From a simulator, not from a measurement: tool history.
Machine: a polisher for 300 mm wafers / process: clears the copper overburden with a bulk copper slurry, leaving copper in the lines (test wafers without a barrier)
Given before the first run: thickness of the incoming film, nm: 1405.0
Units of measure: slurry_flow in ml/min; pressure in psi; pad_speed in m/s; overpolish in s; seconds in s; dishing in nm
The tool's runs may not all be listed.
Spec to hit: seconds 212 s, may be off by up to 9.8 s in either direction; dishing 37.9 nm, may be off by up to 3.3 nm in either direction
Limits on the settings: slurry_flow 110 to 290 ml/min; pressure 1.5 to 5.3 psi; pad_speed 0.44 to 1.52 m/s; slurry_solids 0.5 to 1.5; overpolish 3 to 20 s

{"run": 1, "day": 0.0, "slurry_flow": 185, "pressure": 3.4, "pad_speed": 0.98, "slurry_solids": 1, "overpolish": 10, "seconds": 110.48, "dishing": 60.735}
{"run": 2, "day": 0.167, "slurry_flow": 185, "pressure": 2.9, "pad_speed": 0.96, "slurry_solids": 1, "overpolish": 10, "seconds": 133.69, "dishing": 53.702}
{"run": 3, "day": 0.312, "slurry_flow": 185, "pressure": 2.5, "pad_speed": 0.96, "slurry_solids": 1, "overpolish": 10, "seconds": 155.76, "dishing": 48.62}
{"run": 4, "day": 0.421, "slurry_flow": 185, "pressure": 2.3, "pad_speed": 0.96, "slurry_solids": 1, "overpolish": 10, "seconds": 168.22, "dishing": 45.293}
{"run": 5, "day": 0.721, "slurry_flow": 185, "pressure": 2.3, "pad_speed": 0.96, "slurry_solids": 1, "overpolish": 14, "seconds": 167.89, "dishing": 56.45}
{"run": 6, "day": 0.979, "slurry_flow": 185, "pressure": 2.3, "pad_speed": 0.88, "slurry_solids": 1, "overpolish": 14, "seconds": 186.52, "dishing": 51.647}
{"run": 7, "day": 1.058, "slurry_flow": 185, "pressure": 2.2, "pad_speed": 0.88, "slurry_solids": 1, "overpolish": 13, "seconds": 188.9, "dishing": 48.193}
{"run": 8, "day": 1.292, "slurry_flow": 185, "pressure": 2.1, "pad_speed": 0.88, "slurry_solids": 1, "overpolish": 12, "seconds": 196.9, "dishing": 44.713}

Consider the 5 candidate settings below. Which is the only one whose results all fall within their allowed miss of target?
{"run": "A", "day": 1.525, "slurry_flow": 180, "pressure": 2.1, "pad_speed": 1.02, "slurry_solids": 0.95, "overpolish": 13, "seconds": "?", "dishing": "?"}
{"run": "B", "day": 1.525, "slurry_flow": 195, "pressure": 2.3, "pad_speed": 0.88, "slurry_solids": 0.95, "overpolish": 18, "seconds": "?", "dishing": "?"}
{"run": "C", "day": 1.525, "slurry_flow": 240, "pressure": 2.2, "pad_speed": 0.88, "slurry_solids": 1.15, "overpolish": 14, "seconds": "?", "dishing": "?"}
{"run": "D", "day": 1.525, "slurry_flow": 195, "pressure": 2.1, "pad_speed": 0.8, "slurry_solids": 1.05, "overpolish": 10, "seconds": "?", "dishing": "?"}
{"run": "E", "day": 1.525, "slurry_flow": 210, "pressure": 2.3, "pad_speed": 0.96, "slurry_solids": 1, "overpolish": 9, "seconds": "?", "dishing": "?"}

move=A seconds=180.14 dishing=48.68
move=B seconds=185.42 dishing=58.694
move=C seconds=179.27 dishing=51.465
move=D seconds=213.83 dishing=36.179
move=E seconds=167.96 dishing=40.35
A: further off than the last run
B: further off than the last run
C: further off than the last run
D: in spec on every target
E: gets the furthest-off result to its target, but another result is out of tolerance
The right move is D.
